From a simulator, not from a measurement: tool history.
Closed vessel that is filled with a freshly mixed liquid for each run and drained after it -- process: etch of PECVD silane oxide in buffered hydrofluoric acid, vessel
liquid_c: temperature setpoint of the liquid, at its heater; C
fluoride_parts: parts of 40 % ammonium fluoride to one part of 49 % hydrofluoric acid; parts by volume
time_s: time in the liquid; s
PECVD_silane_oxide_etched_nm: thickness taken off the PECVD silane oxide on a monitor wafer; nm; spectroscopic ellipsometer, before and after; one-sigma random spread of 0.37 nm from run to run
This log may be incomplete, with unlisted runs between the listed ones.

{"run": 1, "hour": 0.0, "liquid_c": 24, "fluoride_parts": 17, "time_s": 100, "PECVD_silane_oxide_etched_nm": 107.41}
{"run": 2, "hour": 3.8, "liquid_c": 24, "fluoride_parts": 17, "time_s": 100, "PECVD_silane_oxide_etched_nm": 108.73}
{"run": 3, "hour": 11.4, "liquid_c": 24, "fluoride_parts": 17, "time_s": 110, "PECVD_silane_oxide_etched_nm": 118.86}
{"run": 4, "hour": 16.0, "liquid_c": 23.5, "fluoride_parts": 17.5, "time_s": 110, "PECVD_silane_oxide_etched_nm": 112.01}
{"run": 5, "hour": 23.2, "liquid_c": 23, "fluoride_parts": 17.5, "time_s": 110, "PECVD_silane_oxide_etched_nm": 108.53}
{"run": 6, "hour": 26.1, "liquid_c": 23, "fluoride_parts": 19, "time_s": 110, "PECVD_silane_oxide_etched_nm": 100.42}
{"run": 7, "hour": 31.1, "liquid_c": 22.5, "fluoride_parts": 19, "time_s": 110, "PECVD_silane_oxide_etched_nm": 97.952}
{"run": 8, "hour": 35.9, "liquid_c": 22.5, "fluoride_parts": 19, "time_s": 110, "PECVD_silane_oxide_etched_nm": 98.015}
{"run": 9, "hour": 38.3, "liquid_c": 22, "fluoride_parts": 19, "time_s": 110, "PECVD_silane_oxide_etched_nm": 96.173}
{"run": 10, "hour": 46.3, "liquid_c": 21.5, "fluoride_parts": 19.5, "time_s": 110, "PECVD_silane_oxide_etched_nm": 90.155}
{"run": 11, "hour": 48.8, "liquid_c": 21, "fluoride_parts": 19.5, "time_s": 110, "PECVD_silane_oxide_etched_nm": 88.138}
{"run": 12, "hour": 51.0, "liquid_c": 20.5, "fluoride_parts": 19.5, "time_s": 110, "PECVD_silane_oxide_etched_nm": 85.886}

Forecast run 13:
{"run": 13, "hour": 56.0, "liquid_c": 20.5, "fluoride_parts": 19.5, "time_s": 110, "PECVD_silane_oxide_etched_nm": "?"}

PECVD_silane_oxide_etched_nm: 85.254 nm

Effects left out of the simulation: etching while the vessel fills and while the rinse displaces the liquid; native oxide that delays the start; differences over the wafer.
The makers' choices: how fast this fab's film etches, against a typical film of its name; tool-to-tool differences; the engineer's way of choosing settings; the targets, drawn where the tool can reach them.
